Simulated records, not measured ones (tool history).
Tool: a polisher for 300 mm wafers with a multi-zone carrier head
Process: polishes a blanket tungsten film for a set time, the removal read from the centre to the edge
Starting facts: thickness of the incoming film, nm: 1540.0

run	day	flow of slurry (ml/min)	pressure of the head's centre zone	pressure of the head's middle zone	pressure of the head's edge zone	abrasive content of the slurry	polishing time (s)	film removed at the wafer's centre (angstrom)	film removed at mid-radius (angstrom)	film removed at the wafer's edge (angstrom)
1	0	245	1	1	1	1	51	3011	2911.4	3032.1
2	0.138	235	0.95	0.98	0.96	0.9	51	2629.1	2811.1	2930.6
3	0.412	235	0.96	0.96	0.93	0.8	50	2563.7	2609.8	2713.9
4	0.625	285	0.96	0.96	0.93	0.8	50	2658.2	2628.8	2779.4
5	0.954	285	0.96	1.03	0.93	0.8	50	2652.6	2853.9	2744.5
6	1.283	285	0.96	0.99	0.93	0.8	50	2639.8	2725.9	2762.8
7	1.379	280	0.94	0.97	0.91	0.75	50	2526.4	2648.3	2641.9

For run 8, what comes out?
8	1.696	270	0.93	0.95	0.91	0.75	50	?	?	?

film removed at the wafer's centre (angstrom): 2490.8
film removed at mid-radius (angstrom): 2555
film removed at the wafer's edge (angstrom): 2719
